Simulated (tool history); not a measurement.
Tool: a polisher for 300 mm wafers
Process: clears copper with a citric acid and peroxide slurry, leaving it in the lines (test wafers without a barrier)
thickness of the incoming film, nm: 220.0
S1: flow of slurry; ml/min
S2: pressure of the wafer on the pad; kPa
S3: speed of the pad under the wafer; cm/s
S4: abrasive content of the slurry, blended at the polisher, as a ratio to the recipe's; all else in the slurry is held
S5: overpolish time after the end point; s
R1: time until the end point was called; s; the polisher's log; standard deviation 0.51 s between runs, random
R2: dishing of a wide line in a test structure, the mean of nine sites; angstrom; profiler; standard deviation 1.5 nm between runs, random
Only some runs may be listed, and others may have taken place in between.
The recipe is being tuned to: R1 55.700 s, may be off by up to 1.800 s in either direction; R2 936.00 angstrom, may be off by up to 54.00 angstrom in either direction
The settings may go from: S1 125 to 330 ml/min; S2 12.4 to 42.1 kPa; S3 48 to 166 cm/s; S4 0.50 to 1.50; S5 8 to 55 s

Run 1, hour 0.0: S1 210 ml/min, S2 26.9 kPa, S3 106 cm/s, S4 1.00, S5 28 s. Result: R1 72.472 s, R2 552.63 angstrom.
Run 2, hour 3.4: S1 210 ml/min, S2 28.3 kPa, S3 106 cm/s, S4 1.00, S5 30 s. Result: R1 69.018 s, R2 607.04 angstrom.
Run 3, hour 11.3: S1 210 ml/min, S2 28.3 kPa, S3 124 cm/s, S4 1.00, S5 30 s. Result: R1 58.524 s, R2 669.61 angstrom.
Run 4, hour 19.2: S1 210 ml/min, S2 28.3 kPa, S3 100 cm/s, S4 1.00, S5 30 s. Result: R1 73.592 s, R2 577.18 angstrom.
Run 5, hour 27.3: S1 210 ml/min, S2 28.3 kPa, S3 100 cm/s, S4 1.00, S5 23 s. Result: R1 73.090 s, R2 463.97 angstrom.
Run 6, hour 30.1: S1 260 ml/min, S2 28.3 kPa, S3 100 cm/s, S4 1.00, S5 23 s. Result: R1 71.655 s, R2 460.31 angstrom.
Run 7, hour 31.1: S1 260 ml/min, S2 29.6 kPa, S3 100 cm/s, S4 1.00, S5 26 s. Result: R1 67.752 s, R2 535.91 angstrom.
Run 8, hour 33.4: S1 260 ml/min, S2 31.0 kPa, S3 100 cm/s, S4 1.00, S5 29 s. Result: R1 66.825 s, R2 592.76 angstrom.
At hour 41.3: slurry blender recalibrated.
Run 9, hour 41.3: S1 260 ml/min, S2 32.4 kPa, S3 100 cm/s, S4 1.00, S5 31 s. Result: R1 61.240 s, R2 688.74 angstrom.
Run 10, hour 43.0: S1 260 ml/min, S2 33.1 kPa, S3 100 cm/s, S4 1.00, S5 32 s. Result: R1 59.902 s, R2 706.68 angstrom.
Run 11, hour 48.0: S1 260 ml/min, S2 33.8 kPa, S3 100 cm/s, S4 1.00, S5 33 s. Result: R1 58.824 s, R2 744.74 angstrom.
Run 12, hour 52.3: S1 260 ml/min, S2 33.8 kPa, S3 100 cm/s, S4 1.00, S5 34 s. Result: R1 59.167 s, R2 767.01 angstrom.

Consider the 5 candidate settings below. Which is the only one whose results all fall within their allowed miss of target?
Run A, hour 56.6: S1 250 ml/min, S2 36.5 kPa, S3 104 cm/s, S4 0.70, S5 54 s. Result: R1 ?, R2 ?.
Run B, hour 56.6: S1 260 ml/min, S2 31.0 kPa, S3 104 cm/s, S4 1.00, S5 47 s. Result: R1 ?, R2 ?.
Run C, hour 56.6: S1 210 ml/min, S2 27.6 kPa, S3 128 cm/s, S4 0.95, S5 44 s. Result: R1 ?, R2 ?.
Run D, hour 56.6: S1 230 ml/min, S2 31.7 kPa, S3 112 cm/s, S4 1.05, S5 53 s. Result: R1 ?, R2 ?.
Run E, hour 56.6: S1 235 ml/min, S2 33.1 kPa, S3 98 cm/s, S4 1.10, S5 46 s. Result: R1 ?, R2 ?.

move      R1       R2
   A  55.594  1080.80
   B  60.189   930.89
   C  55.453   930.34
   D  55.097  1060.40
   E  60.015   924.56
A: the result that was furthest off in the last run now lies on the other side of its target
B: brings the result that was furthest off to its target, and leaves another outside
C: all results land within tolerance of their targets
D: the result that was furthest off in the last run now lies on the other side of its target
E: brings the result that was furthest off to its target, and leaves another outside
So the answer is move C, the one that meets all the targets.

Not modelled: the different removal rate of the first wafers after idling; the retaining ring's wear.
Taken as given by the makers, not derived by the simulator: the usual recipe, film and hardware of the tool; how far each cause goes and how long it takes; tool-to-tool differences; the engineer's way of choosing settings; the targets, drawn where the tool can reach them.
